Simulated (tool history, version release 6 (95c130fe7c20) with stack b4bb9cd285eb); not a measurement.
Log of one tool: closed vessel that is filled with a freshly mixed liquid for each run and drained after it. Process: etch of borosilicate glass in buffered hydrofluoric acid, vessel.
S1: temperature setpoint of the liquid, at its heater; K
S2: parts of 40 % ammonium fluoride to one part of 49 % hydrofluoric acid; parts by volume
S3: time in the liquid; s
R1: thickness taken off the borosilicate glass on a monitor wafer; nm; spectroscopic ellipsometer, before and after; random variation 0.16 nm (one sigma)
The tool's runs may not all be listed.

| run | hour | S1 | S2 | S3 | R1 |
|---|---|---|---|---|---|
| 1 | 0.0 | 295.15 | 11.5 | 30 | 28.310 |
| 2 | 8.6 | 295.15 | 9.5 | 30 | 33.477 |
| 3 | 17.5 | 296.15 | 9.5 | 30 | 35.318 |
| 4 | 26.1 | 296.15 | 6.5 | 30 | 51.581 |
|  | 34.5 | thermometer replaced |
| 5 | 34.5 | 296.15 | 6.5 | 30 | 57.129 |
| 6 | 42.4 | 295.65 | 6.5 | 30 | 55.508 |
| 7 | 42.9 | 294.65 | 6.5 | 30 | 52.505 |

The next listed run, before its measurement:
| 8 | 43.6 | 294.15 | 6.5 | 30 | ? |

Run 8 gave R1 50.907 nm.
